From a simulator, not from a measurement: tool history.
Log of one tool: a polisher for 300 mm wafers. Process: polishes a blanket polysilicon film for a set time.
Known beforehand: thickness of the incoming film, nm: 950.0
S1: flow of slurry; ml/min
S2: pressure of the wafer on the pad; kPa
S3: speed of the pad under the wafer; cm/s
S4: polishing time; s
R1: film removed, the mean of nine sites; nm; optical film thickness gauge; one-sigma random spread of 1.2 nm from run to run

run  hour   S1    S2   S3  S4      R1
  1   0.0  255  19.3  130  18  199.00
  2   3.2  255  17.9  126  18  182.80
  3   5.7  255  16.5  122  18  159.68
  4  11.7  255  12.4  122  18  121.71
  5  15.3  255  12.4  122  18  123.58
  6  16.4  255  11.7  120  18  112.70

For run 7, what comes out?
  7  17.3  255  11.0  120  18   ?

{"run 7": {"R1": 105.11}}
